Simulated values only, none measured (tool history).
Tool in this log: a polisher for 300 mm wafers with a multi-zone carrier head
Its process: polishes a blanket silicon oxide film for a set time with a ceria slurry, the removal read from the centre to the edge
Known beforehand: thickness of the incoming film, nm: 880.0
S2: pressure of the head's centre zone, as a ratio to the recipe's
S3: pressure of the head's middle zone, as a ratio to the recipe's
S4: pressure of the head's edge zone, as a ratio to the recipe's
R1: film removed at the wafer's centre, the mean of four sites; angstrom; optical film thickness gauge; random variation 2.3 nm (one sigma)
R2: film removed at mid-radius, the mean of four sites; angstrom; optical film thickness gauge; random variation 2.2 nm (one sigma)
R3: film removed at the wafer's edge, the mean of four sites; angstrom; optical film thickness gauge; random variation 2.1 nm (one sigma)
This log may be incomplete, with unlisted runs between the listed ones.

{"run": 1, "hour": 0.0, "flow of slurry (ml/min)": 125, "S2": 1.0, "S3": 1.0, "S4": 1.0, "polishing time (s)": 50, "R1": 2470.7, "R2": 2357.1, "R3": 2429.7}
{"run": 2, "hour": 1.6, "flow of slurry (ml/min)": 125, "S2": 1.04, "S3": 1.0, "S4": 1.0, "polishing time (s)": 50, "R1": 2519.2, "R2": 2334.4, "R3": 2426.0}
{"run": 3, "hour": 6.6, "flow of slurry (ml/min)": 125, "S2": 1.04, "S3": 1.0, "S4": 0.92, "polishing time (s)": 50, "R1": 2517.0, "R2": 2345.6, "R3": 2320.6}
{"run": 4, "hour": 14.3, "flow of slurry (ml/min)": 125, "S2": 1.04, "S3": 0.95, "S4": 0.92, "polishing time (s)": 50, "R1": 2541.1, "R2": 2256.9, "R3": 2330.0}
{"run": 5, "hour": 21.6, "flow of slurry (ml/min)": 100, "S2": 1.04, "S3": 0.95, "S4": 0.92, "polishing time (s)": 50, "R1": 2411.6, "R2": 2158.8, "R3": 2247.9}
{"run": 6, "hour": 26.9, "flow of slurry (ml/min)": 100, "S2": 1.11, "S3": 0.95, "S4": 0.92, "polishing time (s)": 50, "R1": 2503.1, "R2": 2162.9, "R3": 2262.7}
{"run": 7, "hour": 34.0, "flow of slurry (ml/min)": 105, "S2": 1.09, "S3": 0.97, "S4": 0.95, "polishing time (s)": 50, "R1": 2527.5, "R2": 2225.3, "R3": 2310.0}
{"run": 8, "hour": 36.7, "flow of slurry (ml/min)": 110, "S2": 1.07, "S3": 0.98, "S4": 0.98, "polishing time (s)": 50, "R1": 2493.0, "R2": 2269.4, "R3": 2364.3}

Predict the results of run 9:
{"hour": 44.0, "done": "worn pad replaced by a new one"}
{"run": 9, "hour": 44.0, "flow of slurry (ml/min)": 115, "S2": 1.06, "S3": 0.99, "S4": 1.0, "polishing time (s)": 50, "R1": "?", "R2": "?", "R3": "?"}

Logged for run 9: R1 2708.7 angstrom, R2 2461.5 angstrom, R3 2577.1 angstrom.
